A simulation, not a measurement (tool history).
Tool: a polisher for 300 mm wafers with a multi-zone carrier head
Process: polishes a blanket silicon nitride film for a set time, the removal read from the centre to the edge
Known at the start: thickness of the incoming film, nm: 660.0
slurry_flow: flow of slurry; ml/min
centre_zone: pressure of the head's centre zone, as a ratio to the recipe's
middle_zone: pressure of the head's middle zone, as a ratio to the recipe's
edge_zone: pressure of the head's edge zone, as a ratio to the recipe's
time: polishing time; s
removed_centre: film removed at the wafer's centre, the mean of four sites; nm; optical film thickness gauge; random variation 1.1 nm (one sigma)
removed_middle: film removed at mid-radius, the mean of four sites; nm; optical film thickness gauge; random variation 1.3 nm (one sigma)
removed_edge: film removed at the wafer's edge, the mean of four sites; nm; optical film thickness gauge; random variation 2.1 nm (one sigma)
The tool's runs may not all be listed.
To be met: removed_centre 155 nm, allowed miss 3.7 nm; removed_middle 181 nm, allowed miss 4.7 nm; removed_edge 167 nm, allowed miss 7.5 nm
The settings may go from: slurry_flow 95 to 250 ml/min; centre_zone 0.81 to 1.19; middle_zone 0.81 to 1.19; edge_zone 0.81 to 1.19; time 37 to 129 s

run    day  slurry_flow  centre_zone  middle_zone  edge_zone  time  removed_centre  removed_middle  removed_edge
  1      0          160            1            1          1    83          188.69          189.24        186.72
  2  0.171          160            1         1.06          1    83          193.02          196.83        182.09
  3  0.196          150         0.98         1.06       0.99    83          185.63          193.81         186.7
  4  0.538          150         0.97         1.07       0.98    81          178.26          192.59        181.93
  5   0.75          120         0.97         1.07       0.98    81          168.94          179.63        170.08
  6  0.792          120         0.97         1.07       1.02    81          169.12          180.06        176.92
  7  0.846          115         0.96         1.08       1.01    81          166.19          180.69        172.08
  8  1.117          110         0.95         1.09       1.01    81          163.67           176.9        173.63
  9  1.321          110         0.94          1.1          1    81          161.36          178.43        172.67
 10  1.596          110         0.94         1.11       0.99    81          160.47           180.3        173.47
 11  1.925          110         0.94         1.11       0.99    81          160.35          180.72        169.73
 12  2.162           95         0.92         1.13       0.98    81          150.11          173.96        166.71

4 next moves are on the table. One of them brings every result within its allowed miss. Which?
  A  2.4          125         0.91         1.15       0.98    78               ?               ?             ?
  B  2.4          135         0.83         1.19       0.94    78               ?               ?             ?
  C  2.4           95         0.91         0.99          1    90               ?               ?             ?
  D  2.4           95         0.86         1.03       1.07    89               ?               ?             ?

move  removed_centre  removed_middle  removed_edge
   A          156.38          183.37        166.26
   B          147.42          190.26           165
   C           165.5          181.35        184.23
   D          155.91          183.05        188.27
A: meets every target
B: takes the result that was furthest off past its target
C: brings the result that was furthest off to its target, and leaves another outside
D: brings the result that was furthest off to its target, and leaves another outside
The right move is A.
